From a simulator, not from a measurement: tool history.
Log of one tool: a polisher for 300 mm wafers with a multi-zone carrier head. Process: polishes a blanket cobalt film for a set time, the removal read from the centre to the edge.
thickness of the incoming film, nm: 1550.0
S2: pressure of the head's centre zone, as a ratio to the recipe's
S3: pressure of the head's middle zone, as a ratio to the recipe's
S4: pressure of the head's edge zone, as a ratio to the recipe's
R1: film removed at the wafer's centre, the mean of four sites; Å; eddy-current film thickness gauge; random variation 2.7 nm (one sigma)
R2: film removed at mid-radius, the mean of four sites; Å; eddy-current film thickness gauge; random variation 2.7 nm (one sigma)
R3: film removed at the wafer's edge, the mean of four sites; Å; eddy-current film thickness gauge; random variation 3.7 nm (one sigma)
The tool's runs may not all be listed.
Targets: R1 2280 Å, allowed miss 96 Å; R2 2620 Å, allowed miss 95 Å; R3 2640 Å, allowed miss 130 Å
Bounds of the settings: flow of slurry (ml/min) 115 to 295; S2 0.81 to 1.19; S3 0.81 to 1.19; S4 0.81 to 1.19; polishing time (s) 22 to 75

{"run": 1, "hour": 0.0, "flow of slurry (ml/min)": 190, "S2": 1, "S3": 1, "S4": 1, "polishing time (s)": 48, "R1": 3453.4, "R2": 3487.2, "R3": 3403.5}
{"run": 2, "hour": 2.1, "flow of slurry (ml/min)": 190, "S2": 1, "S3": 1.07, "S4": 1, "polishing time (s)": 48, "R1": 3440.7, "R2": 3681.2, "R3": 3505.3}
{"run": 3, "hour": 5.1, "flow of slurry (ml/min)": 180, "S2": 0.95, "S3": 1.03, "S4": 0.99, "polishing time (s)": 45, "R1": 3078.9, "R2": 3338.7, "R3": 3187.8}
{"run": 4, "hour": 7.0, "flow of slurry (ml/min)": 180, "S2": 0.95, "S3": 0.95, "S4": 0.99, "polishing time (s)": 45, "R1": 3110.4, "R2": 3100.2, "R3": 3179.6}
{"run": 5, "hour": 10.4, "flow of slurry (ml/min)": 180, "S2": 0.95, "S3": 0.95, "S4": 0.99, "polishing time (s)": 53, "R1": 3593.9, "R2": 3590.7, "R3": 3695.3}
{"run": 6, "hour": 18.7, "flow of slurry (ml/min)": 180, "S2": 0.95, "S3": 0.95, "S4": 0.96, "polishing time (s)": 53, "R1": 3626.7, "R2": 3611.8, "R3": 3702.9}
{"run": 7, "hour": 22.7, "flow of slurry (ml/min)": 175, "S2": 0.91, "S3": 0.95, "S4": 0.96, "polishing time (s)": 49, "R1": 3169.1, "R2": 3376.5, "R3": 3401.2}
{"run": 8, "hour": 30.4, "flow of slurry (ml/min)": 150, "S2": 0.81, "S3": 0.87, "S4": 0.89, "polishing time (s)": 37, "R1": 2075.2, "R2": 2298.9, "R3": 2471.4}

5 next moves are on the table. One of them brings every result within its allowed miss. Which?
{"run": "A", "hour": 38.1, "flow of slurry (ml/min)": 145, "S2": 0.81, "S3": 0.88, "S4": 0.81, "polishing time (s)": 41, "R1": "?", "R2": "?", "R3": "?"}
{"run": "B", "hour": 38.1, "flow of slurry (ml/min)": 140, "S2": 0.85, "S3": 0.85, "S4": 0.9, "polishing time (s)": 39, "R1": "?", "R2": "?", "R3": "?"}
{"run": "C", "hour": 38.1, "flow of slurry (ml/min)": 180, "S2": 0.81, "S3": 1.01, "S4": 0.84, "polishing time (s)": 40, "R1": "?", "R2": "?", "R3": "?"}
{"run": "D", "hour": 38.1, "flow of slurry (ml/min)": 140, "S2": 0.81, "S3": 0.87, "S4": 1.01, "polishing time (s)": 37, "R1": "?", "R2": "?", "R3": "?"}
{"run": "E", "hour": 38.1, "flow of slurry (ml/min)": 165, "S2": 0.85, "S3": 0.85, "S4": 0.93, "polishing time (s)": 38, "R1": "?", "R2": "?", "R3": "?"}

move=A R1=2236.7 R2=2624.9 R3=2655.7
move=B R1=2220.5 R2=2414.5 R3=2639.5
move=C R1=2257.1 R2=2953.8 R3=2684.5
move=D R1=2006.9 R2=2334.4 R3=2643.4
move=E R1=2220.2 R2=2406.9 R3=2654.7
A: meets every target
B: nearer than the last run, and not there yet
C: takes the result that was furthest off past its target
D: nearer than the last run, and not there yet
E: nearer than the last run, and not there yet
The right move is A.
